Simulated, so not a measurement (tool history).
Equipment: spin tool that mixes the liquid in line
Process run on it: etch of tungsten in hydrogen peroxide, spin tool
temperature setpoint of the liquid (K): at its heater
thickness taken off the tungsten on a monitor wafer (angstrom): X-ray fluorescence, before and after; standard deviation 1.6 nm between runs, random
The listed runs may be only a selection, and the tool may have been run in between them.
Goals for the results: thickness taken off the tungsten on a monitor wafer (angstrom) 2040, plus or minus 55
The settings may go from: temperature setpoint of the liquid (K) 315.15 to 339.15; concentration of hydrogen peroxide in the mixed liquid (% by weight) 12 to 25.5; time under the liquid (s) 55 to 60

| run | hour | temperature setpoint of the liquid (K) | concentration of hydrogen peroxide in the mixed liquid (% by weight) | time under the liquid (s) | thickness taken off the tungsten on a monitor wafer (angstrom) |
|---|---|---|---|---|---|
| 1 | 0 | 331.15 | 17.5 | 55 | 2285.9 |
| 2 | 1.5 | 330.65 | 17.5 | 55 | 2242.9 |
| 3 | 6.3 | 335.15 | 17.5 | 55 | 2891.3 |
| 4 | 14.5 | 335.15 | 15.5 | 55 | 2721.7 |
| 5 | 15.6 | 334.15 | 15.5 | 55 | 2560.9 |
| 6 | 18.2 | 333.65 | 15.5 | 55 | 2485.4 |
| 7 | 20.8 | 333.15 | 15.5 | 55 | 2432.4 |
| 8 | 24.2 | 332.65 | 15.5 | 55 | 2356.9 |
| 9 | 30.6 | 332.15 | 15.5 | 55 | 2293.6 |
| 10 | 33.4 | 329.65 | 15.5 | 55 | 1952.2 |

Exactly one of the 4 candidate moves below puts every result within its allowed miss. Which one?
| A | 36.2 | 331.65 | 12.5 | 60 | ? |
| B | 36.2 | 329.15 | 14.5 | 60 | ? |
| C | 36.2 | 327.65 | 19 | 55 | ? |
| D | 36.2 | 327.65 | 15.5 | 60 | ? |

| move | thickness taken off the tungsten on a monitor wafer (angstrom) |
|---|---|
| A | 2177.3 |
| B | 2026.2 |
| C | 1945.5 |
| D | 1916.9 |
A: carries the result that was furthest off beyond its target, to the other side
B: each result inside its tolerance
C: moves away from the targets compared with the last run
D: moves away from the targets compared with the last run
Go with B: it meets all targets.

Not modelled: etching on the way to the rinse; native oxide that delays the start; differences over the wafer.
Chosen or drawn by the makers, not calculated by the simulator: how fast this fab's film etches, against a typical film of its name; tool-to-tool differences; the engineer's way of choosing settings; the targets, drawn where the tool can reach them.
